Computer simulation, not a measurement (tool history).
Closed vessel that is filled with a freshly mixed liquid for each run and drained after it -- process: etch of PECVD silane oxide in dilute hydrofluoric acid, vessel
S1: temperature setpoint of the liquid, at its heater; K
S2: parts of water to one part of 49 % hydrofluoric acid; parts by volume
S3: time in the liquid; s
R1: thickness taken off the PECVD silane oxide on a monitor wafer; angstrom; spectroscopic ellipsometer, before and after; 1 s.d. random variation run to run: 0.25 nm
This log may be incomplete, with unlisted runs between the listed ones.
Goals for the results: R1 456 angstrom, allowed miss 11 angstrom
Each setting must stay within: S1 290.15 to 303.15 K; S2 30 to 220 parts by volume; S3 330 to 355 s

run  hour      S1   S2   S3      R1
  1     0  295.15  125  330  522.28
  2   7.5  294.15  125  330  506.56
  3  12.9  294.15  125  355  543.28
  4  20.9  297.65  125  355  622.68
  5  29.8  295.65  130  355  548.95
  6  30.6  295.65  115  355  627.33
  7  35.4  294.15  120  355  567.67
  8  38.5  293.15  120  355  544.41
  9  46.9  290.15  130  355  438.21

Pick the move, out of 4, that brings all results within their allowed miss; only one does.
  A  55.3  294.15  150  335   ?
  B  55.3  294.15  145  330   ?
  C  55.3  292.65  135  330   ?
  D  55.3  291.65  125  330   ?

move      R1
   A  416.15
   B  426.35
   C   435.9
   D  456.75
A: its largest miss is bigger than the last run's
B: its largest miss is bigger than the last run's
C: its largest miss is bigger than the last run's
D: every result lands within tolerance
The move that meets every target is D.
